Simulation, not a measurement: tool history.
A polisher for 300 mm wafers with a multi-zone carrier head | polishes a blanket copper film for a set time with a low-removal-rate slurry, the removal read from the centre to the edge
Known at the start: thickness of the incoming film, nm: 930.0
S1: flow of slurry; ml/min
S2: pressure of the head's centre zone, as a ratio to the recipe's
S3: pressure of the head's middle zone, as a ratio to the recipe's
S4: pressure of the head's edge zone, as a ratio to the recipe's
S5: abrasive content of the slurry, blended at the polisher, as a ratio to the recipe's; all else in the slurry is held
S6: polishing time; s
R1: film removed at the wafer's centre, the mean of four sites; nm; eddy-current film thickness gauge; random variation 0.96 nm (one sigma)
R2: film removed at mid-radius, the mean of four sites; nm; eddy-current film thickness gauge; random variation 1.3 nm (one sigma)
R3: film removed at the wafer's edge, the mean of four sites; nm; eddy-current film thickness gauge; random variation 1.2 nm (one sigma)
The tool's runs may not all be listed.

run	hour	S1	S2	S3	S4	S5	S6	R1	R2	R3
1	0.0	300	1.00	1.00	1.00	1.00	48	81.767	82.755	81.206
2	7.6	305	1.03	1.02	1.03	1.10	48	82.887	82.075	85.039
3	15.5	305	1.09	1.02	1.03	1.10	48	89.856	83.704	81.842
4	18.4	305	1.09	1.02	1.03	1.10	58	107.300	101.400	99.043
5	23.9	305	1.09	1.02	1.09	1.10	58	107.360	102.750	103.020
6	32.2	305	1.09	1.02	1.16	1.10	58	107.740	99.282	104.240
7	35.0	305	1.09	1.03	1.14	1.05	58	107.790	102.060	105.460

Forecast run 8:
8	39.7	305	1.09	1.03	1.10	1.05	57	?	?	?

{"run 8": {"R1": 107.91, "R2": 99.439, "R3": 100.39}}

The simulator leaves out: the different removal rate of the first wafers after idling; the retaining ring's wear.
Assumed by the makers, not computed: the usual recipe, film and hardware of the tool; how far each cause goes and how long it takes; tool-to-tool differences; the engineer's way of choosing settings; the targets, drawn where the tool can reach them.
